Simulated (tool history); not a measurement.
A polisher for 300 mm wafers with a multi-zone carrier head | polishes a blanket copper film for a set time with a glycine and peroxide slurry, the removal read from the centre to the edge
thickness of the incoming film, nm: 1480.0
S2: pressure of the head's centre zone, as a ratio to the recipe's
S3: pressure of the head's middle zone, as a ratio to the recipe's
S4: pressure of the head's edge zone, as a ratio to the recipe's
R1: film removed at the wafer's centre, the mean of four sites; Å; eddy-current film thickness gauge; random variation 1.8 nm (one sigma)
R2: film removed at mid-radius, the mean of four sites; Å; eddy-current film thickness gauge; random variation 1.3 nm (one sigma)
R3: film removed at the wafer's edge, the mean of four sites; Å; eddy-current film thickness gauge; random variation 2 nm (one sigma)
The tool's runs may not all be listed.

{"run": 1, "hour": 0.0, "flow of slurry (ml/min)": 260, "S2": 1, "S3": 1, "S4": 1, "polishing time (s)": 61, "R1": 2338.7, "R2": 2312.1, "R3": 2296.9}
{"run": 2, "hour": 6.2, "flow of slurry (ml/min)": 230, "S2": 1, "S3": 1, "S4": 1, "polishing time (s)": 61, "R1": 2296, "R2": 2211.6, "R3": 2196.1}
{"run": 3, "hour": 14.0, "flow of slurry (ml/min)": 210, "S2": 0.96, "S3": 0.98, "S4": 0.96, "polishing time (s)": 56, "R1": 2006.9, "R2": 2007, "R3": 2016}
{"run": 4, "hour": 14.5, "flow of slurry (ml/min)": 210, "S2": 0.96, "S3": 0.94, "S4": 0.96, "polishing time (s)": 56, "R1": 1984.8, "R2": 1971.5, "R3": 2031.9}
{"hour": 21.6, "done": "worn pad replaced by a new one"}
{"run": 5, "hour": 21.6, "flow of slurry (ml/min)": 200, "S2": 0.96, "S3": 0.95, "S4": 0.94, "polishing time (s)": 51, "R1": 1911, "R2": 1897.5, "R3": 1965}
{"run": 6, "hour": 24.1, "flow of slurry (ml/min)": 190, "S2": 0.97, "S3": 1, "S4": 0.96, "polishing time (s)": 44, "R1": 1653.5, "R2": 1674.9, "R3": 1676.5}

The next listed run, before its measurement:
{"run": 7, "hour": 30.8, "flow of slurry (ml/min)": 185, "S2": 0.97, "S3": 1.01, "S4": 0.96, "polishing time (s)": 43, "R1": "?", "R2": "?", "R3": "?"}

R1: 1620.2 Å
R2: 1654.5 Å
R3: 1625.7 Å
